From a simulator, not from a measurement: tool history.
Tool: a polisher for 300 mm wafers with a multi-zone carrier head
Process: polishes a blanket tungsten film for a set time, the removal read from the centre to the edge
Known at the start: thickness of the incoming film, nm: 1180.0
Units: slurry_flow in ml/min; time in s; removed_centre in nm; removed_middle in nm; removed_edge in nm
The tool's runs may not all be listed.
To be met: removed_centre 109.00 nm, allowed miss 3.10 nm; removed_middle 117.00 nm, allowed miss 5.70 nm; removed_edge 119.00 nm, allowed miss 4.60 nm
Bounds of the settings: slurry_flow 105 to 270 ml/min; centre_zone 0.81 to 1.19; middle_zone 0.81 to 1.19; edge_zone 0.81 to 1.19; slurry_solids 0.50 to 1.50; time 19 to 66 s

run 1 hour=0.0 | slurry_flow=175 centre_zone=1.00 middle_zone=1.00 edge_zone=1.00 slurry_solids=1.00 time=42 | removed_centre=159.64 removed_middle=159.68 removed_edge=163.19
run 2 hour=1.9 | slurry_flow=175 centre_zone=1.05 middle_zone=1.00 edge_zone=1.00 slurry_solids=1.00 time=42 | removed_centre=168.37 removed_middle=159.31 removed_edge=161.81
run 3 hour=7.3 | slurry_flow=175 centre_zone=1.05 middle_zone=1.07 edge_zone=1.00 slurry_solids=1.00 time=42 | removed_centre=167.54 removed_middle=168.85 removed_edge=165.43
run 4 hour=8.5 | slurry_flow=175 centre_zone=1.09 middle_zone=1.07 edge_zone=1.00 slurry_solids=1.00 time=42 | removed_centre=173.13 removed_middle=168.62 removed_edge=160.09
run 5 hour=11.1 | slurry_flow=140 centre_zone=1.09 middle_zone=1.07 edge_zone=1.00 slurry_solids=1.00 time=42 | removed_centre=166.71 removed_middle=162.13 removed_edge=156.44
run 6 hour=19.6 | slurry_flow=135 centre_zone=1.05 middle_zone=1.05 edge_zone=0.98 slurry_solids=0.90 time=41 | removed_centre=148.65 removed_middle=148.73 removed_edge=148.25
run 7 hour=26.1 | slurry_flow=155 centre_zone=0.96 middle_zone=1.03 edge_zone=0.88 slurry_solids=0.65 time=36 | removed_centre=119.55 removed_middle=131.99 removed_edge=117.64
run 8 hour=29.5 | slurry_flow=145 centre_zone=0.95 middle_zone=1.01 edge_zone=0.90 slurry_solids=0.65 time=36 | removed_centre=115.98 removed_middle=128.08 removed_edge=121.60
run 9 hour=30.3 | slurry_flow=145 centre_zone=0.95 middle_zone=1.01 edge_zone=0.90 slurry_solids=0.65 time=36 | removed_centre=116.60 removed_middle=124.93 removed_edge=120.26
run 10 hour=37.7 | slurry_flow=140 centre_zone=0.94 middle_zone=1.01 edge_zone=0.90 slurry_solids=0.65 time=36 | removed_centre=113.10 removed_middle=122.03 removed_edge=119.91
run 11 hour=39.8 | slurry_flow=135 centre_zone=0.94 middle_zone=1.01 edge_zone=0.90 slurry_solids=0.65 time=36 | removed_centre=112.28 removed_middle=124.00 removed_edge=118.42

Which of these 4 next moves meets every target?
run A hour=41.9 | slurry_flow=130 centre_zone=1.02 middle_zone=1.05 edge_zone=0.88 slurry_solids=0.55 time=37 | removed_centre=? removed_middle=? removed_edge=?
run B hour=41.9 | slurry_flow=120 centre_zone=0.94 middle_zone=0.98 edge_zone=0.94 slurry_solids=0.75 time=35 | removed_centre=? removed_middle=? removed_edge=?
run C hour=41.9 | slurry_flow=145 centre_zone=0.98 middle_zone=0.84 edge_zone=0.91 slurry_solids=0.65 time=36 | removed_centre=? removed_middle=? removed_edge=?
run D hour=41.9 | slurry_flow=140 centre_zone=0.84 middle_zone=1.06 edge_zone=0.83 slurry_solids=0.50 time=39 | removed_centre=? removed_middle=? removed_edge=?

move=A removed_centre=120.71 removed_middle=126.74 removed_edge=115.85
move=B removed_centre=107.51 removed_middle=116.08 removed_edge=116.78
move=C removed_centre=118.96 removed_middle=107.71 removed_edge=119.86
move=D removed_centre=105.40 removed_middle=135.47 removed_edge=118.87
A: further off than the last run
B: meets every target
C: takes the result that was furthest off past its target
D: further off than the last run
Move B is the one to make.

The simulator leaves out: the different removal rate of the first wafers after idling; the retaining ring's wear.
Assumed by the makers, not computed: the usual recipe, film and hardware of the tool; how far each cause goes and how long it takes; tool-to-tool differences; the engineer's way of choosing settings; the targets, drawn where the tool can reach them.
